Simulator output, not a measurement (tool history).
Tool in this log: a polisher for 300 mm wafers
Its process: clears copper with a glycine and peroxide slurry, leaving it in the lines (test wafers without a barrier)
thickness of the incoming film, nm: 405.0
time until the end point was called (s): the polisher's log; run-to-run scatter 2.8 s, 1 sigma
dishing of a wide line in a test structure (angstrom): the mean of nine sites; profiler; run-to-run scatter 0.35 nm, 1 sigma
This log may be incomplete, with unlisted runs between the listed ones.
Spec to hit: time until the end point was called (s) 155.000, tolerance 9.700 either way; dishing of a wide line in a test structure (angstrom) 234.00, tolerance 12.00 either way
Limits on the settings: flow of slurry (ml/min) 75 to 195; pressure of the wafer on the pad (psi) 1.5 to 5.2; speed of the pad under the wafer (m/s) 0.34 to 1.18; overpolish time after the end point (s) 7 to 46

run,hour,flow of slurry (ml/min),pressure of the wafer on the pad (psi),speed of the pad under the wafer (m/s),overpolish time after the end point (s),time until the end point was called (s),dishing of a wide line in a test structure (angstrom)
1,0.0,125,3.3,0.76,24,103.270,222.16
2,7.7,140,3.3,0.76,24,98.252,217.62
3,11.5,140,3.3,0.76,20,99.601,219.22
4,15.1,130,2.9,0.74,24,113.680,223.78
5,20.2,130,2.9,0.88,24,100.410,225.86
6,27.6,125,2.5,0.84,23,115.800,219.06
7,33.9,120,2.2,0.82,28,135.350,225.47
8,38.2,120,2.1,0.82,31,137.950,231.67
9,46.5,115,2.0,0.82,32,147.610,230.85
10,47.6,115,2.0,0.82,33,143.580,237.55

Below are 4 possible settings for the next run. Only one of them brings all results inside the allowed miss of their targets. Which is it?
A,48.7,75,1.5,1.06,37,?,?
B,48.7,105,2.2,0.86,31,?,?
C,48.7,135,1.5,0.82,23,?,?
D,48.7,100,3.1,0.60,22,?,?

move,time until the end point was called (s),dishing of a wide line in a test structure (angstrom)
A,156.540,237.20
B,130.470,234.31
C,171.540,222.54
D,132.420,225.63
A: hits every target within its allowed miss
B: further off than the last run
C: pushes the last run's worst result past its target
D: further off than the last run
The right move is A.
